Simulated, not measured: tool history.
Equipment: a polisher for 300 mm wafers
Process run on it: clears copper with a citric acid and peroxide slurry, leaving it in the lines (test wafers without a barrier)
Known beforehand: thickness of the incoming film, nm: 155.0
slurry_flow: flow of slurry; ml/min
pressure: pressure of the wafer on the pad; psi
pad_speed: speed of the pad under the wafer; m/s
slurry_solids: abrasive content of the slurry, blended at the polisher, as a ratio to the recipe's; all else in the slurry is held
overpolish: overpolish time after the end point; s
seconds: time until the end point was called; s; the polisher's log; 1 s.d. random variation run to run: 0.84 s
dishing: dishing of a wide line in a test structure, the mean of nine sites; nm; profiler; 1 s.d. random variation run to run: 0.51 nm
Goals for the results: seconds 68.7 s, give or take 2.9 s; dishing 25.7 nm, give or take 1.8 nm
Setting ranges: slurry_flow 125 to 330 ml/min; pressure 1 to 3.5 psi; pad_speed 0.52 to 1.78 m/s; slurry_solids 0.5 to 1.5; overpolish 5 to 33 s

run,hour,slurry_flow,pressure,pad_speed,slurry_solids,overpolish,seconds,dishing
1,0,210,2.2,1.14,1,17,101.48,20.873
2,3.9,180,2.2,1.14,1,17,103.66,20.563
3,8.6,145,2.2,1.14,1,17,107.81,20.824
4,11.8,145,2.2,1.04,1,17,117.23,19.549
5,14.9,150,2.3,1.04,1,17,112.42,19.178
6,23.7,155,2.4,1.04,1,17,108.85,19.473
7,27.3,155,3,1.08,1,14,89.953,20.084
8,35.1,160,3.1,1.1,1,14,85.577,20.387
9,40.3,160,3.5,1.18,1,15,72.729,25.639
10,49.2,160,3.5,1.18,1,15,74.648,25.177
11,53.5,160,3.5,1.18,1,15,74.618,25.888

Of the 4 settings listed for the next run, only one would bring every result within its allowed miss of target. Which one?
A,57.8,155,3.4,1.06,1,17,?,?
B,57.8,165,3.3,1.34,0.9,17,?,?
C,57.8,145,3.4,1.1,1.1,18,?,?
D,57.8,135,3.1,1.44,1.2,14,?,?

move,seconds,dishing
A,81.128,24.905
B,69.95,28.504
C,78.683,26.999
D,68.653,24.226
A: further off than the last run
B: meets the target for the result that was furthest off, but another lies outside its allowed miss
C: further off than the last run
D: meets every target
Answer: D
